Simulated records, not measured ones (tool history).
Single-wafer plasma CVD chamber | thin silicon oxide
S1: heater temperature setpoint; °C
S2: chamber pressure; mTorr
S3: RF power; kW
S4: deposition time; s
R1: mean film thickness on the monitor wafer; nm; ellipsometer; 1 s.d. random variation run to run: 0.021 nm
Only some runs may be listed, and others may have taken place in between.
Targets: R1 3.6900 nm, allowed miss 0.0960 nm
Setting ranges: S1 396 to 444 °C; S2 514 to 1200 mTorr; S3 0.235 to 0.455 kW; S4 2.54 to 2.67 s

run    day   S1   S2     S3    S4      R1
  1  0.000  420  857  0.345  2.67  5.2042
  2  0.258  420  857  0.345  2.67  5.1855
  3  0.354  420  813  0.345  2.67  5.0163
  4  0.496  420  813  0.310  2.67  4.7750
  5  0.758  428  813  0.310  2.67  4.6760
  6  1.112  428  782  0.310  2.67  4.5673
  7  1.208  428  752  0.310  2.67  4.3711
  8  1.517  428  732  0.310  2.67  4.3235
  9  1.642  428  711  0.310  2.67  4.1961
 10  1.750  428  695  0.310  2.67  4.1250
 11  1.817  428  681  0.310  2.67  4.0028
 12  2.079  428  672  0.310  2.67  3.9435
 13  2.138  428  665  0.310  2.67  3.9245
 14  2.183  428  658  0.310  2.67  3.8820
 15  2.371  428  653  0.310  2.67  3.8312
 16  2.525  428  649  0.310  2.67  3.8095
 17  2.729  428  646  0.310  2.67  3.7890
 18  2.833  428  643  0.310  2.67  3.8051

Which of these 5 next moves meets every target?
  A  2.938  434  632  0.355  2.62   ?
  B  2.938  431  643  0.335  2.67   ?
  C  2.938  432  614  0.320  2.67   ?
  D  2.938  421  655  0.325  2.67   ?
  E  2.938  434  659  0.305  2.67   ?

move      R1
   A  3.8837
   B  3.9271
   C  3.6739
   D  3.9676
   E  3.8435
A: further off than the last run
B: further off than the last run
C: meets every target
D: further off than the last run
E: further off than the last run
Move C is the one to make.
